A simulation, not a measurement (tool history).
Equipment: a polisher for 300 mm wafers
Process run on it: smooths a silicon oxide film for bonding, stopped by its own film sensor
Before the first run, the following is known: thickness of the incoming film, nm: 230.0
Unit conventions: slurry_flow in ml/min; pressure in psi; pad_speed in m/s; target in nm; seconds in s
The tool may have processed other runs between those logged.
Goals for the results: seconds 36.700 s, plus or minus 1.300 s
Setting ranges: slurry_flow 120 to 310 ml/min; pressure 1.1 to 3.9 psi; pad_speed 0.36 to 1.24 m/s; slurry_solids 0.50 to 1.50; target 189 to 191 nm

Run 1, hour 0.0: slurry_flow 200 ml/min, pressure 2.5 psi, pad_speed 0.80 m/s, slurry_solids 1.00, target 191 nm. Result: seconds 59.599 s.
Run 2, hour 6.0: slurry_flow 200 ml/min, pressure 2.5 psi, pad_speed 0.98 m/s, slurry_solids 1.00, target 191 nm. Result: seconds 53.376 s.
Run 3, hour 12.6: slurry_flow 205 ml/min, pressure 2.8 psi, pad_speed 0.98 m/s, slurry_solids 1.00, target 191 nm. Result: seconds 48.832 s.
Run 4, hour 17.5: slurry_flow 205 ml/min, pressure 2.2 psi, pad_speed 0.98 m/s, slurry_solids 1.00, target 191 nm. Result: seconds 58.682 s.
At hour 24.1: head pressure recalibrated.
Run 5, hour 24.1: slurry_flow 205 ml/min, pressure 2.6 psi, pad_speed 1.00 m/s, slurry_solids 1.00, target 191 nm. Result: seconds 49.050 s.
Run 6, hour 25.8: slurry_flow 205 ml/min, pressure 3.0 psi, pad_speed 1.00 m/s, slurry_solids 1.00, target 191 nm. Result: seconds 42.663 s.
Run 7, hour 29.5: slurry_flow 210 ml/min, pressure 3.1 psi, pad_speed 1.00 m/s, slurry_solids 1.00, target 191 nm. Result: seconds 42.424 s.
Run 8, hour 33.6: slurry_flow 210 ml/min, pressure 3.2 psi, pad_speed 1.00 m/s, slurry_solids 1.00, target 191 nm. Result: seconds 40.606 s.
Run 9, hour 42.0: slurry_flow 210 ml/min, pressure 3.3 psi, pad_speed 1.00 m/s, slurry_solids 1.00, target 191 nm. Result: seconds 39.978 s.
Run 10, hour 47.1: slurry_flow 210 ml/min, pressure 3.4 psi, pad_speed 1.00 m/s, slurry_solids 1.00, target 191 nm. Result: seconds 37.931 s.

Exercise: of the 5 proposed moves below, exactly one satisfies all targets within the stated allowed misses. Which move is it?
Run A, hour 52.2: slurry_flow 125 ml/min, pressure 3.7 psi, pad_speed 0.92 m/s, slurry_solids 1.15, target 189 nm. Result: seconds ?.
Run B, hour 52.2: slurry_flow 205 ml/min, pressure 3.5 psi, pad_speed 0.98 m/s, slurry_solids 0.90, target 191 nm. Result: seconds ?.
Run C, hour 52.2: slurry_flow 230 ml/min, pressure 3.5 psi, pad_speed 1.00 m/s, slurry_solids 1.00, target 191 nm. Result: seconds ?.
Run D, hour 52.2: slurry_flow 260 ml/min, pressure 3.0 psi, pad_speed 0.92 m/s, slurry_solids 1.20, target 191 nm. Result: seconds ?.
Run E, hour 52.2: slurry_flow 195 ml/min, pressure 3.7 psi, pad_speed 0.88 m/s, slurry_solids 0.95, target 191 nm. Result: seconds ?.

move  seconds
   A   40.103
   B   40.864
   C   36.988
   D   39.598
   E   40.376
A: lands further from the targets than the last run did
B: lands further from the targets than the last run did
C: all results land within tolerance of their targets
D: lands further from the targets than the last run did
E: lands further from the targets than the last run did
Answer: C
